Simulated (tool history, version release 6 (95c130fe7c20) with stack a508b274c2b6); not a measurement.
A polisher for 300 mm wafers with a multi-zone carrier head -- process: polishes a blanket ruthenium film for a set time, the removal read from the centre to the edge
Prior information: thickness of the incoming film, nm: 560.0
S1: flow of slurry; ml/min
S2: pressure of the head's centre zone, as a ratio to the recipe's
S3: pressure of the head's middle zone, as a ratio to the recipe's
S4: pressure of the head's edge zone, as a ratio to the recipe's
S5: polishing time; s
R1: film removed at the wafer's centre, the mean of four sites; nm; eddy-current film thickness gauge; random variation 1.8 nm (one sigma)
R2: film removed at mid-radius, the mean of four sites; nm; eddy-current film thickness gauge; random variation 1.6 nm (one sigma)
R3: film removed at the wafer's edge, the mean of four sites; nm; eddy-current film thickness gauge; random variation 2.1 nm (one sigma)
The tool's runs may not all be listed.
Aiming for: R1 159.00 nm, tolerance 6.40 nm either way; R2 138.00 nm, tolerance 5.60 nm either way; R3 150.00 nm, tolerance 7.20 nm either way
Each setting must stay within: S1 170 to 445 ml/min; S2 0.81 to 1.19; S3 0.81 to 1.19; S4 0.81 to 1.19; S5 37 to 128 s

Run 1, hour 0.0: S1 285 ml/min, S2 1.00, S3 1.00, S4 1.00, S5 82 s. Result: R1 131.51 nm, R2 133.77 nm, R3 132.97 nm.
Run 2, hour 2.7: S1 320 ml/min, S2 1.00, S3 1.00, S4 1.00, S5 82 s. Result: R1 132.30 nm, R2 135.00 nm, R3 136.97 nm.
Run 3, hour 5.7: S1 320 ml/min, S2 0.92, S3 1.00, S4 1.00, S5 82 s. Result: R1 120.20 nm, R2 132.81 nm, R3 134.26 nm.
Run 4, hour 12.6: S1 325 ml/min, S2 0.96, S3 0.99, S4 1.01, S5 83 s. Result: R1 129.36 nm, R2 135.35 nm, R3 138.52 nm.
Run 5, hour 13.3: S1 325 ml/min, S2 0.92, S3 0.99, S4 1.01, S5 83 s. Result: R1 122.76 nm, R2 133.35 nm, R3 136.76 nm.
Run 6, hour 15.1: S1 330 ml/min, S2 0.96, S3 0.98, S4 1.02, S5 84 s. Result: R1 129.32 nm, R2 131.73 nm, R3 141.13 nm.
Run 7, hour 18.2: S1 335 ml/min, S2 0.99, S3 0.98, S4 1.02, S5 85 s. Result: R1 137.71 nm, R2 132.30 nm, R3 141.26 nm.
Run 8, hour 20.0: S1 340 ml/min, S2 1.01, S3 0.98, S4 1.03, S5 86 s. Result: R1 139.59 nm, R2 134.86 nm, R3 148.47 nm.
Run 9, hour 25.9: S1 340 ml/min, S2 1.01, S3 0.98, S4 1.03, S5 86 s. Result: R1 137.56 nm, R2 135.42 nm, R3 145.89 nm.
Run 10, hour 31.9: S1 340 ml/min, S2 1.04, S3 0.98, S4 1.02, S5 87 s. Result: R1 148.69 nm, R2 137.14 nm, R3 142.33 nm.
Run 11, hour 37.0: S1 340 ml/min, S2 1.05, S3 0.98, S4 1.03, S5 88 s. Result: R1 152.32 nm, R2 140.07 nm, R3 148.28 nm.

Next run, 5 choices. One meets every target within its allowed miss, the rest don't. Which?
Run A, hour 42.1: S1 270 ml/min, S2 1.12, S3 0.99, S4 1.12, S5 88 s. Result: R1 ?, R2 ?, R3 ?.
Run B, hour 42.1: S1 320 ml/min, S2 1.00, S3 0.97, S4 1.09, S5 87 s. Result: R1 ?, R2 ?, R3 ?.
Run C, hour 42.1: S1 360 ml/min, S2 1.02, S3 1.04, S4 0.95, S5 84 s. Result: R1 ?, R2 ?, R3 ?.
Run D, hour 42.1: S1 355 ml/min, S2 0.91, S3 1.05, S4 1.11, S5 90 s. Result: R1 ?, R2 ?, R3 ?.
Run E, hour 42.1: S1 340 ml/min, S2 1.11, S3 1.11, S4 1.08, S5 82 s. Result: R1 ?, R2 ?, R3 ?.

move      R1      R2      R3
   A  158.73  137.36  152.64
   B  142.50  135.76  151.03
   C  141.96  140.42  138.65
   D  135.41  151.57  158.37
   E  150.20  144.15  142.09
A: each result inside its tolerance
B: misses by more than the last run did
C: misses by more than the last run did
D: misses by more than the last run did
E: misses by more than the last run did
The move that meets every target is A.
